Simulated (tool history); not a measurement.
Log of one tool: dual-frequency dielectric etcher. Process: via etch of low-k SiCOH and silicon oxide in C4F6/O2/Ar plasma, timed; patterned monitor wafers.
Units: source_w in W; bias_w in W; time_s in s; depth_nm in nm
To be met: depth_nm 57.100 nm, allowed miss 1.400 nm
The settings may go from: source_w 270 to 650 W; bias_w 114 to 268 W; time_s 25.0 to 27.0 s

Run 1, hour 0.0: source_w 460 W, bias_w 191 W, time_s 27.0 s. Result: depth_nm 67.876 nm.
Run 2, hour 2.4: source_w 430 W, bias_w 187 W, time_s 27.0 s. Result: depth_nm 66.399 nm.
Run 3, hour 4.7: source_w 510 W, bias_w 187 W, time_s 27.0 s. Result: depth_nm 69.296 nm.
Run 4, hour 7.8: source_w 480 W, bias_w 177 W, time_s 27.0 s. Result: depth_nm 67.316 nm.
Run 5, hour 11.8: source_w 460 W, bias_w 169 W, time_s 27.0 s. Result: depth_nm 65.493 nm.
Run 6, hour 15.4: source_w 500 W, bias_w 169 W, time_s 27.0 s. Result: depth_nm 67.029 nm.
Run 7, hour 23.1: source_w 470 W, bias_w 162 W, time_s 27.0 s. Result: depth_nm 65.040 nm.
Run 8, hour 30.8: source_w 450 W, bias_w 157 W, time_s 27.0 s. Result: depth_nm 63.669 nm.

Which of these 5 next moves meets every target?
Run A, hour 38.5: source_w 430 W, bias_w 169 W, time_s 26.0 s. Result: depth_nm ?.
Run B, hour 38.5: source_w 450 W, bias_w 141 W, time_s 25.0 s. Result: depth_nm ?.
Run C, hour 38.5: source_w 470 W, bias_w 224 W, time_s 25.0 s. Result: depth_nm ?.
Run D, hour 38.5: source_w 460 W, bias_w 157 W, time_s 25.5 s. Result: depth_nm ?.
Run E, hour 38.5: source_w 360 W, bias_w 170 W, time_s 26.0 s. Result: depth_nm ?.

move  depth_nm
   A    62.260
   B    57.353
   C    66.907
   D    60.735
   E    59.779
A: nearer than the last run, and not there yet
B: meets every target
C: further off than the last run
D: nearer than the last run, and not there yet
E: nearer than the last run, and not there yet
Move B is the one to make.
